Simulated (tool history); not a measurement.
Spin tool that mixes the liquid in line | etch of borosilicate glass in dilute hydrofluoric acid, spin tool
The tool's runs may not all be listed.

run  hour  temperature setpoint of the liquid (K)  parts of water to one part of 49 % hydrofluoric acid (parts by volume)  time under the liquid (s)  thickness taken off the borosilicate glass on a monitor wafer (nm)
  1     0                                  296.15                                                                     125                         55                                                               16.24
  2   4.5                                  298.15                                                                     125                         55                                                              17.435
  3   6.9                                  299.65                                                                     125                         55                                                              18.437
  4  13.3                                  299.65                                                                     125                         55                                                              18.495
  5  20.3                                  299.65                                                                     125                         60                                                              20.077
  6    26                                  300.65                                                                     125                         60                                                              20.752
  7  30.9                                  301.15                                                                     125                         60                                                              21.233

Forecast run 8:
  8  33.9                                  301.65                                                                     125                         60                                                                   ?

{"run 8": {"thickness taken off the borosilicate glass on a monitor wafer (nm)": 21.767}}
